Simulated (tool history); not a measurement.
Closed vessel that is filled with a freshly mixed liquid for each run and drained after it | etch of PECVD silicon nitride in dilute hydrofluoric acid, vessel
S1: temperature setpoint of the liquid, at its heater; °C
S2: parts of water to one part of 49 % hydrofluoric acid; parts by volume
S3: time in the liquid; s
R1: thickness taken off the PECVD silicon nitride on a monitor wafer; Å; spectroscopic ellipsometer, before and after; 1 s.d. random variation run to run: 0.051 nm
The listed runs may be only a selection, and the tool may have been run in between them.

run,hour,S1,S2,S3,R1
1,0.0,21.0,290,520,39.355
2,1.8,23.0,280,520,46.090
3,3.7,24.5,275,520,51.816
4,12.5,24.5,275,520,52.298
5,20.1,25.5,275,520,55.193
6,23.3,25.5,275,315,33.704
7,29.9,26.0,230,315,41.357

Predict the results of run 8:
8,36.7,26.5,190,365,?

{"run 8": {"R1": 58.879}}

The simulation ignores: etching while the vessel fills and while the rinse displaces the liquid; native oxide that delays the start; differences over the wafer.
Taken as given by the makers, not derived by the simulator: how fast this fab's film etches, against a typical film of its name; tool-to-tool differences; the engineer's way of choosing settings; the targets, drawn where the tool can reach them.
